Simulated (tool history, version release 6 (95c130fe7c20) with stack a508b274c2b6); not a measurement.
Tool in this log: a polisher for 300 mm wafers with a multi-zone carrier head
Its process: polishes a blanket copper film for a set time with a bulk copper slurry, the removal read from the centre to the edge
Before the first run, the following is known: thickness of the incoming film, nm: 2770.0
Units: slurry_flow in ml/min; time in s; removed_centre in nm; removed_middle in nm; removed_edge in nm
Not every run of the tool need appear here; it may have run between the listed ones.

{"run": 1, "day": 0.0, "slurry_flow": 235, "centre_zone": 1, "middle_zone": 1, "edge_zone": 1, "slurry_solids": 1, "time": 82, "removed_centre": 1025.5, "removed_middle": 981.08, "removed_edge": 1022.8}
{"run": 2, "day": 0.238, "slurry_flow": 245, "centre_zone": 1, "middle_zone": 1.05, "edge_zone": 1, "slurry_solids": 1.05, "time": 83, "removed_centre": 1024.4, "removed_middle": 1052.2, "removed_edge": 1000.6}
{"run": 3, "day": 0.483, "slurry_flow": 245, "centre_zone": 1, "middle_zone": 1.06, "edge_zone": 1.02, "slurry_solids": 1.15, "time": 85, "removed_centre": 1077.9, "removed_middle": 1106.8, "removed_edge": 1077.4}
{"run": 4, "day": 0.779, "slurry_flow": 245, "centre_zone": 1, "middle_zone": 1.06, "edge_zone": 1.02, "slurry_solids": 1.15, "time": 70, "removed_centre": 877.9, "removed_middle": 906.65, "removed_edge": 877.04}
{"run": 5, "day": 1.038, "slurry_flow": 250, "centre_zone": 1, "middle_zone": 1.09, "edge_zone": 1.04, "slurry_solids": 1.25, "time": 74, "removed_centre": 949.66, "removed_middle": 1001.4, "removed_edge": 951.88}
{"run": 6, "day": 1.292, "slurry_flow": 250, "centre_zone": 1, "middle_zone": 1.03, "edge_zone": 1.04, "slurry_solids": 1.25, "time": 74, "removed_centre": 970.75, "removed_middle": 951.72, "removed_edge": 953.37}
{"run": 7, "day": 1.454, "slurry_flow": 255, "centre_zone": 1, "middle_zone": 1.07, "edge_zone": 1.05, "slurry_solids": 1.3, "time": 77, "removed_centre": 996.32, "removed_middle": 1033.1, "removed_edge": 990.36}
{"day": 1.612, "done": "slurry nozzle cleaned"}
{"run": 8, "day": 1.612, "slurry_flow": 255, "centre_zone": 1, "middle_zone": 1.09, "edge_zone": 1.06, "slurry_solids": 1.35, "time": 79, "removed_centre": 1062.3, "removed_middle": 1104.5, "removed_edge": 1055.1}
{"run": 9, "day": 1.846, "slurry_flow": 260, "centre_zone": 1, "middle_zone": 1.11, "edge_zone": 1.07, "slurry_solids": 1.4, "time": 80, "removed_centre": 1079.9, "removed_middle": 1164.1, "removed_edge": 1077.6}

Run 10 comes next. What will it give?
{"run": 10, "day": 2.079, "slurry_flow": 265, "centre_zone": 1, "middle_zone": 1.13, "edge_zone": 1.08, "slurry_solids": 1.4, "time": 80, "removed_centre": "?", "removed_middle": "?", "removed_edge": "?"}

removed_centre: 1076.3 nm
removed_middle: 1166.9 nm
removed_edge: 1079.7 nm
